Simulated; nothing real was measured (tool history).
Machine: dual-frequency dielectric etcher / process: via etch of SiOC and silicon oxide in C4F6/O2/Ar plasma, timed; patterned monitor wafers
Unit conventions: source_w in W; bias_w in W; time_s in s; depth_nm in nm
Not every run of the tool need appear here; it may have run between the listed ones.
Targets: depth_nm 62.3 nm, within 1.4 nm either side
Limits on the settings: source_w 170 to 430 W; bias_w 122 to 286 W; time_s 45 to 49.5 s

run,day,source_w,bias_w,time_s,depth_nm
1,0,300,204,49.5,53.608
2,0.288,330,209,49.5,56.393
3,0.542,270,209,49.5,51.829
4,0.621,270,226,49.5,53.619
5,0.871,240,226,49.5,50.779
6,0.912,270,230,49.5,53.475
7,1.038,330,245,49.5,60.181
8,1.188,340,246,49.5,60.511

5 next moves are on the table. One of them brings every result within its allowed miss. Which?
A,1.338,390,261,47.5,?
B,1.338,390,285,49.5,?
C,1.338,340,269,47,?
D,1.338,330,245,47.5,?
E,1.338,360,264,46.5,?

move,depth_nm
A,62.109
B,66.672
C,58.72
D,56.812
E,59.086
A: all results land within tolerance of their targets
B: carries the result that was furthest off beyond its target, to the other side
C: lands further from the targets than the last run did
D: lands further from the targets than the last run did
E: lands further from the targets than the last run did
So the answer is move A, the one that meets all the targets.
